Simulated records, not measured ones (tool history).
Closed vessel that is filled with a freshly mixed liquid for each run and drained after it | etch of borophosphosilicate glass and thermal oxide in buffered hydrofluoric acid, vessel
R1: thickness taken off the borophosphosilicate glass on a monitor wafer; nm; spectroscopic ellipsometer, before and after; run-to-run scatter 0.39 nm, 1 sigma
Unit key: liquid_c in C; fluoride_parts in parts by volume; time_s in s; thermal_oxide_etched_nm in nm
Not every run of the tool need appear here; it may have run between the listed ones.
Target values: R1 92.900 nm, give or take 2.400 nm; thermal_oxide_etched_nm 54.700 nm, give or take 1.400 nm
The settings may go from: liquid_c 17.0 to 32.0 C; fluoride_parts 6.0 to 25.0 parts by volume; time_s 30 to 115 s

{"run": 1, "hour": 0.0, "liquid_c": 24.0, "fluoride_parts": 15.5, "time_s": 60, "R1": 82.1, "thermal_oxide_etched_nm": 48.462}
{"run": 2, "hour": 5.4, "liquid_c": 24.5, "fluoride_parts": 15.5, "time_s": 60, "R1": 85.126, "thermal_oxide_etched_nm": 49.888}
{"run": 3, "hour": 13.3, "liquid_c": 22.0, "fluoride_parts": 15.5, "time_s": 60, "R1": 73.88, "thermal_oxide_etched_nm": 43.449}
{"run": 4, "hour": 15.2, "liquid_c": 22.0, "fluoride_parts": 15.5, "time_s": 45, "R1": 55.281, "thermal_oxide_etched_nm": 32.196}
{"run": 5, "hour": 17.9, "liquid_c": 22.0, "fluoride_parts": 12.0, "time_s": 45, "R1": 71.274, "thermal_oxide_etched_nm": 41.404}
{"run": 6, "hour": 25.3, "liquid_c": 23.0, "fluoride_parts": 12.0, "time_s": 45, "R1": 75.705, "thermal_oxide_etched_nm": 43.968}
{"run": 7, "hour": 28.8, "liquid_c": 23.5, "fluoride_parts": 12.0, "time_s": 45, "R1": 77.426, "thermal_oxide_etched_nm": 45.206}
{"run": 8, "hour": 30.1, "liquid_c": 24.0, "fluoride_parts": 12.0, "time_s": 45, "R1": 79.255, "thermal_oxide_etched_nm": 46.427}
{"run": 9, "hour": 38.2, "liquid_c": 27.5, "fluoride_parts": 12.0, "time_s": 45, "R1": 95.074, "thermal_oxide_etched_nm": 56.352}

Consider the 4 candidate settings below. Which is the only one whose results all fall within their allowed miss of target?
{"run": "A", "hour": 46.3, "liquid_c": 24.5, "fluoride_parts": 8.5, "time_s": 40, "R1": "?", "thermal_oxide_etched_nm": "?"}
{"run": "B", "hour": 46.3, "liquid_c": 27.5, "fluoride_parts": 11.0, "time_s": 40, "R1": "?", "thermal_oxide_etched_nm": "?"}
{"run": "C", "hour": 46.3, "liquid_c": 23.5, "fluoride_parts": 8.0, "time_s": 40, "R1": "?", "thermal_oxide_etched_nm": "?"}
{"run": "D", "hour": 46.3, "liquid_c": 26.5, "fluoride_parts": 11.0, "time_s": 45, "R1": "?", "thermal_oxide_etched_nm": "?"}

move=A R1=99.085 thermal_oxide_etched_nm=58.034
move=B R1=92.996 thermal_oxide_etched_nm=54.677
move=C R1=100.340 thermal_oxide_etched_nm=58.688
move=D R1=99.225 thermal_oxide_etched_nm=58.308
A: moves away from the targets compared with the last run
B: all results in spec
C: moves away from the targets compared with the last run
D: moves away from the targets compared with the last run
Answer: B

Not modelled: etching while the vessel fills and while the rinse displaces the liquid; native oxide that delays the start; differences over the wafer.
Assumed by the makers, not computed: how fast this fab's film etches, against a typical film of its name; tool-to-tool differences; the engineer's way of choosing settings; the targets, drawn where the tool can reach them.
